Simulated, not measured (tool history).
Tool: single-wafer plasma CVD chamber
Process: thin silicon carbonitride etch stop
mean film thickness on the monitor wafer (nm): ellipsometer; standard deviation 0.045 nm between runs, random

run  hour  RF power (W)  deposition time (s)  mean film thickness on the monitor wafer (nm)
  1     0           210                 20.8                                         11.145
  2   8.2           190                 20.8                                          10.79
  3  12.4           190                 18.9                                         9.8261
  4  16.9           195                 18.9                                         9.9346
  5  23.8           195                 21.5                                         11.374
  6  25.5           190                 21.4                                         11.105
  7  29.2           185                 21.4                                         11.048
  8  30.8           180                 21.4                                         10.998

What does the tool deliver on the next run?
  9  38.3           175                 21.3                                              ?

Run 9 produced mean film thickness on the monitor wafer (nm) 10.81.
